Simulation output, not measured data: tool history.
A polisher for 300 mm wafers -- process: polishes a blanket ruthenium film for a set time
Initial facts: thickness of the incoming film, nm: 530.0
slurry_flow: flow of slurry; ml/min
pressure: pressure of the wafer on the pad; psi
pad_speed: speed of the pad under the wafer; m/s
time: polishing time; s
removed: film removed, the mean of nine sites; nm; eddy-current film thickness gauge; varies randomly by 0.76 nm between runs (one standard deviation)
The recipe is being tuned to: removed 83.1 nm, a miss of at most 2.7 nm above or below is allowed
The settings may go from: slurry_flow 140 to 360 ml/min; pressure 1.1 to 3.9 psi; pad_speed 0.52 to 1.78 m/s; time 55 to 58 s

| run | hour | slurry_flow | pressure | pad_speed | time | removed |
|---|---|---|---|---|---|---|
| 1 | 0 | 230 | 2.5 | 1.14 | 55 | 91.769 |
| 2 | 1.5 | 230 | 2.5 | 1.38 | 55 | 110.54 |
| 3 | 2.2 | 230 | 2.3 | 1.38 | 55 | 103.1 |
| 4 | 7.2 | 230 | 2.2 | 1.38 | 55 | 97.099 |
| 5 | 15.6 | 260 | 2.2 | 1.38 | 55 | 99.39 |
| 6 | 22.5 | 260 | 2.2 | 1.38 | 55 | 101.88 |
| 7 | 28.1 | 260 | 2.2 | 1.38 | 55 | 101.82 |
| 8 | 31.1 | 250 | 1.6 | 1.38 | 55 | 73.845 |
| 9 | 32.8 | 250 | 1.6 | 1.38 | 55 | 74.81 |
| 10 | 35.4 | 265 | 1.6 | 1.38 | 55 | 74.072 |
| 11 | 40.4 | 270 | 1.7 | 1.38 | 55 | 79.043 |

Next run, 4 choices. One meets every target within its allowed miss, the rest don't. Which?
| A | 45.4 | 310 | 1.6 | 1.46 | 57 | ? |
| B | 45.4 | 250 | 1.9 | 1.14 | 57 | ? |
| C | 45.4 | 280 | 1.4 | 1.46 | 58 | ? |
| D | 45.4 | 290 | 2 | 1.1 | 55 | ? |

| move | removed |
|---|---|
| A | 83.083 |
| B | 74.891 |
| C | 73.543 |
| D | 74.781 |
A: hits every target within its allowed miss
B: further off than the last run
C: further off than the last run
D: further off than the last run
Go with A: it meets all targets.

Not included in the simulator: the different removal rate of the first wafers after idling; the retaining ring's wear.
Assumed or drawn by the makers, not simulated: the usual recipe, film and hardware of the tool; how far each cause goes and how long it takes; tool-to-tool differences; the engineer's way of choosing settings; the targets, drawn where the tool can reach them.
